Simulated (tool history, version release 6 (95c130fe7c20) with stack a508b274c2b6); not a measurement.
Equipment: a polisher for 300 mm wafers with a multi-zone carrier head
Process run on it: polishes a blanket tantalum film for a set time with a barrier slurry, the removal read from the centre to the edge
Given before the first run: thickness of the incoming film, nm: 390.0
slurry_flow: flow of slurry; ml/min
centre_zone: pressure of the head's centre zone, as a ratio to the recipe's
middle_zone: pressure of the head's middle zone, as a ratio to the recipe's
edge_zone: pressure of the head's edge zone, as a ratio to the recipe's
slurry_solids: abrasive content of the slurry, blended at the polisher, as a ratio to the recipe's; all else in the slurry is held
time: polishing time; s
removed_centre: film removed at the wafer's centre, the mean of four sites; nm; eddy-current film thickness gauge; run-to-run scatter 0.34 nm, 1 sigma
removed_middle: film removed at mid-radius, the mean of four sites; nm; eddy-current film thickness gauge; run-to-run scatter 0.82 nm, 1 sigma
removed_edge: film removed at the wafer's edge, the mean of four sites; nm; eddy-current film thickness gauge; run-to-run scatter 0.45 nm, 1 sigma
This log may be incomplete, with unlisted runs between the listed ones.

run  hour  slurry_flow  centre_zone  middle_zone  edge_zone  slurry_solids  time  removed_centre  removed_middle  removed_edge
  1     0          185            1            1          1              1    34          56.991          56.958        58.268
  2     5          155            1            1          1              1    34          54.454           57.05        56.755
  3  10.9          155         1.01         1.03       0.95              1    34          55.067           57.86        54.664
  4  16.3          155         0.94         1.03       0.95              1    34          52.668          57.982        55.792
  5  18.4          155         0.94         0.99       0.95              1    34          51.429          55.847          55.3
  6  20.2          140         0.94         0.99       0.95              1    34          50.456          54.434        55.167
  7  24.2          155         0.95         1.02       0.92           0.95    34          51.734          56.236        53.556
  8  28.8          165         0.96         1.04        0.9           0.95    34          52.268           58.18        54.456
  9  32.5          170            1         1.06       0.88            0.9    34          53.856          57.176        51.923
 10  41.1          175            1         1.08       0.87            0.9    34          54.366          58.806         51.63
 11  46.5          175            1         1.08       0.87            0.9    34          54.346          57.957        51.927
 12    53          180            1          1.1       0.86            0.9    34          54.032          59.569        53.239

Run 13, settings as shown, results not yet in. Your forecast:
 13  60.5          180         1.08         1.16       0.81            0.8    34               ?               ?             ?

Run 13 gave removed_centre 55.56 nm, removed_middle 59.467 nm, removed_edge 48.924 nm.
